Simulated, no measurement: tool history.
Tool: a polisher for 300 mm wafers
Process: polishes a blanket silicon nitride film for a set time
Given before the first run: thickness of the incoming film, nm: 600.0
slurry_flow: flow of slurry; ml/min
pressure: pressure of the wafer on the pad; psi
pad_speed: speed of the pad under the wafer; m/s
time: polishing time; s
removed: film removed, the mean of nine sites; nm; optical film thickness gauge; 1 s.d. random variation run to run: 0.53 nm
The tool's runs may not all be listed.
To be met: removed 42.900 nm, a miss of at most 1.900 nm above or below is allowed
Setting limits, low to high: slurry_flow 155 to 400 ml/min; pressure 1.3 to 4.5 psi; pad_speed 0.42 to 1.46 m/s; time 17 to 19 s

run  hour  slurry_flow  pressure  pad_speed  time  removed
  1   0.0          255       2.9       0.94    19   25.872
  2   7.8          255       2.9       0.94    17   23.060
  3  10.3          255       2.9       0.94    19   26.364
  4  13.1          255       3.6       0.94    19   32.104
  5  17.9          255       3.6       0.76    19   26.938
  6  22.2          255       3.6       0.64    19   23.666
  7  24.4          265       4.4       0.90    19   38.081
  8  26.4          265       4.4       0.92    19   38.650
  9  31.2          265       4.4       0.94    19   38.573
 10  38.9          265       4.4       0.96    19   39.715
 11  47.0          265       4.4       0.98    19   40.845

Which one of the following 4 next-run settings gets every result inside its allowed miss? There is exactly one.
  A  55.1          280       4.5       1.10    18        ?
  B  55.1          240       4.0       0.98    19        ?
  C  55.1          300       4.2       0.98    19        ?
  D  55.1          275       4.5       1.04    17        ?

move  removed
   A   42.608
   B   35.976
   C   38.570
   D   38.409
A: every result within its allowed miss
B: misses by more than the last run did
C: misses by more than the last run did
D: misses by more than the last run did
The right move is A.
